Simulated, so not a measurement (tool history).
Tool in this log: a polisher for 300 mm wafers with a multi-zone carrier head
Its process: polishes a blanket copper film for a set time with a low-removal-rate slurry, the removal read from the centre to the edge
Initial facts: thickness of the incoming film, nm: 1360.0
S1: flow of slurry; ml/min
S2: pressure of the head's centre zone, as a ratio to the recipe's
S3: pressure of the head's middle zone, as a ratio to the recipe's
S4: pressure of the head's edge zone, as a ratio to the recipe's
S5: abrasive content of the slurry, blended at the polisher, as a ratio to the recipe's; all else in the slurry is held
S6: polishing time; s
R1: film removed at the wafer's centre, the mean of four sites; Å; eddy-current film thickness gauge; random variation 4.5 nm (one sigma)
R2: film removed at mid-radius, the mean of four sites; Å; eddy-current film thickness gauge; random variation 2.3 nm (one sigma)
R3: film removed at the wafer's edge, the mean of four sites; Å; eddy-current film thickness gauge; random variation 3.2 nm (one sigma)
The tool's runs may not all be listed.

run	hour	S1	S2	S3	S4	S5	S6	R1	R2	R3
1	0	160	1	1	1	1	88	2090.9	2127.8	2229.6
2	6.5	160	1	1.04	1	1	88	2078	2169.4	2201
3	8.1	160	1	1.04	1.07	1	88	2076	2195.8	2308.4
4	14.4	180	1.05	1.08	1.07	1.15	91	2461.5	2526.4	2537.5
5	20.3	195	1.09	1.11	1.08	1.2	91	2661.1	2706.2	2600
6	22.5	195	1.09	1.05	1.08	1.2	91	2718	2515.8	2630.2
7	27.2	205	1.12	1.09	1.09	1.25	91	2747.9	2705.6	2655.1
8	35.1	215	1.14	1.1	1.08	1.3	92	3007.3	2813.2	2716
9	37.8	220	1.15	1.12	1.09	1.35	92	2966.2	2891.3	2717.1
10	38.7	225	1.16	1.13	1.09	1.4	93	3134	2963.7	2841.5
11	47	230	1.17	1.15	1.09	1.4	93	3174.6	3029.9	2809.2
12	54.7	235	1.17	1.16	1.09	1.4	93	3237.1	3072.4	2819.4

What will run 13 give?
13	60.7	235	1.17	1.17	1.09	1.4	93	?	?	?

For run 13 the tool returned R1 3199.5 Å, R2 3083.9 Å, R3 2808.4 Å.
